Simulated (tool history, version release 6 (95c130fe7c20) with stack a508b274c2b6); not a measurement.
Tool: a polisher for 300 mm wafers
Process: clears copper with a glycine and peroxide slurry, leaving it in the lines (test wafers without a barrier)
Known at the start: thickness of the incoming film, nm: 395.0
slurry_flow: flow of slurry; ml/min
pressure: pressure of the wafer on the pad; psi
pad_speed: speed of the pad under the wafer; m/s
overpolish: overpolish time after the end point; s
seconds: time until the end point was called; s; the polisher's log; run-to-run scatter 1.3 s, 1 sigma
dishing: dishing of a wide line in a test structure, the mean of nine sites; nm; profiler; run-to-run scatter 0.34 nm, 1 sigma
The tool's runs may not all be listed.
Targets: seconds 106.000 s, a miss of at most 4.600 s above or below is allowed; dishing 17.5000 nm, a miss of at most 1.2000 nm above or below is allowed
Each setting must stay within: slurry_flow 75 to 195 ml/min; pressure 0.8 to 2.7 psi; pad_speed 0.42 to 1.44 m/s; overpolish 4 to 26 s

| run | hour | slurry_flow | pressure | pad_speed | overpolish | seconds | dishing |
|---|---|---|---|---|---|---|---|
| 1 | 0.0 | 125 | 1.7 | 0.92 | 13 | 108.310 | 28.8640 |
| 2 | 5.8 | 125 | 1.7 | 0.92 | 12 | 106.010 | 27.8320 |
| 3 | 6.7 | 125 | 1.3 | 0.92 | 12 | 127.170 | 24.0070 |
| 4 | 13.9 | 150 | 1.3 | 0.92 | 12 | 124.360 | 24.2930 |
| 5 | 17.8 | 150 | 1.3 | 0.92 | 11 | 127.020 | 22.3090 |
| 6 | 22.3 | 150 | 1.4 | 0.92 | 10 | 118.790 | 22.2800 |
| 7 | 30.5 | 150 | 1.4 | 0.92 | 9 | 117.890 | 19.2810 |
| 8 | 33.8 | 150 | 1.5 | 0.92 | 8 | 112.180 | 19.2030 |
| 9 | 36.2 | 160 | 1.6 | 0.94 | 5 | 103.770 | 13.3290 |

Which of these 5 next moves meets every target?
| A | 38.6 | 160 | 1.7 | 0.90 | 8 | ? | ? |
| B | 38.6 | 155 | 1.5 | 1.12 | 5 | ? | ? |
| C | 38.6 | 160 | 1.5 | 0.94 | 4 | ? | ? |
| D | 38.6 | 160 | 1.7 | 0.88 | 4 | ? | ? |
| E | 38.6 | 155 | 1.8 | 0.84 | 7 | ? | ? |

| move | seconds | dishing |
|---|---|---|
| A | 103.920 | 20.1000 |
| B | 97.598 | 13.7720 |
| C | 110.150 | 9.9862 |
| D | 105.610 | 10.4040 |
| E | 105.390 | 17.6060 |
A: takes the biggest miss from the last run beyond its target
B: an improvement on the last run, though not all results are within tolerance
C: misses by more than the last run did
D: misses by more than the last run did
E: all results in spec
E meets every target.
